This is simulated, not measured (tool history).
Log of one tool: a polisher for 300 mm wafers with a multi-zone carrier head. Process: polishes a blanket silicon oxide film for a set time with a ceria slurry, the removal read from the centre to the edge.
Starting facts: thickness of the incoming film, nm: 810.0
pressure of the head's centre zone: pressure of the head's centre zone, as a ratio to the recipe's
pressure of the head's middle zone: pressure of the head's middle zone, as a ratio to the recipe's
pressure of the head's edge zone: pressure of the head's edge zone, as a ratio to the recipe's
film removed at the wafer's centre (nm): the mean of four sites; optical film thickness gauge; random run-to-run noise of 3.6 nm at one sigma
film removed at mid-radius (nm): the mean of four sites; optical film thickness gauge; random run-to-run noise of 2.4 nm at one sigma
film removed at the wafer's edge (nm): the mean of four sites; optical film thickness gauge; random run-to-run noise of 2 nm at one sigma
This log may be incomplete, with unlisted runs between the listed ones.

| run | hour | flow of slurry (ml/min) | pressure of the head's centre zone | pressure of the head's middle zone | pressure of the head's edge zone | polishing time (s) | film removed at the wafer's centre (nm) | film removed at mid-radius (nm) | film removed at the wafer's edge (nm) |
|---|---|---|---|---|---|---|---|---|---|
| 1 | 0.0 | 290 | 1.00 | 1.00 | 1.00 | 56 | 270.54 | 261.03 | 261.30 |
| 2 | 6.5 | 300 | 1.02 | 1.02 | 1.02 | 56 | 280.44 | 265.59 | 266.94 |
| 3 | 7.3 | 310 | 1.03 | 1.05 | 1.03 | 56 | 281.70 | 275.47 | 267.69 |
| 4 | 15.8 | 240 | 1.03 | 1.05 | 1.03 | 56 | 270.47 | 269.85 | 259.76 |
| 5 | 18.1 | 180 | 1.03 | 1.05 | 1.03 | 56 | 257.09 | 263.65 | 256.17 |
| 6 | 20.8 | 205 | 1.05 | 1.07 | 1.05 | 56 | 275.02 | 272.60 | 262.45 |
| 7 | 29.3 | 225 | 1.06 | 1.09 | 1.07 | 56 | 280.34 | 275.39 | 266.43 |
| 8 | 36.6 | 240 | 1.07 | 1.11 | 1.08 | 56 | 283.37 | 286.72 | 266.83 |
| 9 | 42.8 | 255 | 1.08 | 1.12 | 1.10 | 56 | 284.38 | 285.92 | 268.39 |
| 10 | 49.0 | 265 | 1.09 | 1.13 | 1.11 | 57 | 292.77 | 298.69 | 274.92 |
| 11 | 53.4 | 275 | 1.10 | 1.13 | 1.12 | 57 | 301.35 | 293.40 | 279.86 |
| 12 | 62.4 | 285 | 1.11 | 1.14 | 1.13 | 57 | 306.80 | 299.95 | 282.66 |
| 13 | 68.1 | 295 | 1.12 | 1.14 | 1.14 | 57 | 314.86 | 296.75 | 283.81 |
| 14 | 76.5 | 305 | 1.12 | 1.15 | 1.15 | 57 | 308.88 | 300.00 | 285.04 |
| 15 | 81.4 | 310 | 1.13 | 1.16 | 1.16 | 57 | 311.41 | 301.80 | 284.94 |
| 16 | 83.9 | 315 | 1.14 | 1.16 | 1.17 | 57 | 316.74 | 306.23 | 290.57 |

Run 17 comes next. What will it give?
| 17 | 86.8 | 320 | 1.15 | 1.16 | 1.17 | 57 | ? | ? | ? |

{"run 17": {"film removed at the wafer's centre (nm)": 320.6, "film removed at mid-radius (nm)": 308.45, "film removed at the wafer's edge (nm)": 287.42}}
